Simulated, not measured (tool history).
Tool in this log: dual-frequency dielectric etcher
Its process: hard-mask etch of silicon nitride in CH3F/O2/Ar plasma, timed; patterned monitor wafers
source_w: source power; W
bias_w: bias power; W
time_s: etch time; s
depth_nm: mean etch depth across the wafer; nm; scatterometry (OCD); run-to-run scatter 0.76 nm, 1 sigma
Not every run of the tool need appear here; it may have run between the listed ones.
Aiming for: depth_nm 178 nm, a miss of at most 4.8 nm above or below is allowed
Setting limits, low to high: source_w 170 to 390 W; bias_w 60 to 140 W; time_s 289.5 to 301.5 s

run,day,source_w,bias_w,time_s,depth_nm
1,0,280,100,289.5,205.28
2,0.142,280,107,289.5,211.74
3,0.288,260,103,289.5,199.12
4,0.562,250,102,289.5,194.74
5,0.783,270,102,289.5,203.72
6,1.042,270,102,289.5,203.55
7,1.404,250,101,289.5,193.8
8,1.596,240,100,289.5,189.98
9,1.933,240,100,289.5,190.18
10,2.254,200,94,289.5,168.99

Which single option among these 5 for the next run brings every result within its allowed miss of target? Just one does.
A,2.575,190,69,299,?
B,2.575,190,85,289.5,?
C,2.575,190,92,295.5,?
D,2.575,190,89,289.5,?
E,2.575,180,128,298,?

move,depth_nm
A,153.9
B,159.01
C,166.54
D,161.4
E,180.12
A: moves away from the targets compared with the last run
B: moves away from the targets compared with the last run
C: moves away from the targets compared with the last run
D: moves away from the targets compared with the last run
E: each result inside its tolerance
The move that meets every target is E.
